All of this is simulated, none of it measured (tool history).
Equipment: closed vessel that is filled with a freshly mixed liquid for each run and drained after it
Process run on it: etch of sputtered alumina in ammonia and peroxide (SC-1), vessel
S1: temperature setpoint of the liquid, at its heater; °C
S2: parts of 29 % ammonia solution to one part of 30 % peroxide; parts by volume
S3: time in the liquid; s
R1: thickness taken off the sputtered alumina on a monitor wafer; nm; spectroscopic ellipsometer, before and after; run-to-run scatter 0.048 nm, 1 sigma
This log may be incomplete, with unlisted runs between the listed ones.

Run 1, hour 0.0: S1 53.0 °C, S2 0.45 parts by volume, S3 240 s. Result: R1 10.9360 nm.
Run 2, hour 7.4: S1 49.5 °C, S2 0.45 parts by volume, S3 240 s. Result: R1 9.1380 nm.
Run 3, hour 9.9: S1 49.5 °C, S2 0.35 parts by volume, S3 240 s. Result: R1 8.9904 nm.
Run 4, hour 17.0: S1 45.0 °C, S2 0.35 parts by volume, S3 240 s. Result: R1 6.8883 nm.
Run 5, hour 21.6: S1 43.5 °C, S2 0.35 parts by volume, S3 240 s. Result: R1 6.3008 nm.
Run 6, hour 24.1: S1 42.5 °C, S2 0.35 parts by volume, S3 240 s. Result: R1 5.9028 nm.
Run 7, hour 28.0: S1 42.0 °C, S2 0.35 parts by volume, S3 240 s. Result: R1 5.7812 nm.
Run 8, hour 30.3: S1 41.5 °C, S2 0.35 parts by volume, S3 240 s. Result: R1 5.6686 nm.

The next listed run, before its measurement:
Run 9, hour 38.9: S1 41.0 °C, S2 0.35 parts by volume, S3 240 s. Result: R1 ?.

Run 9 produced R1 5.4941 nm.
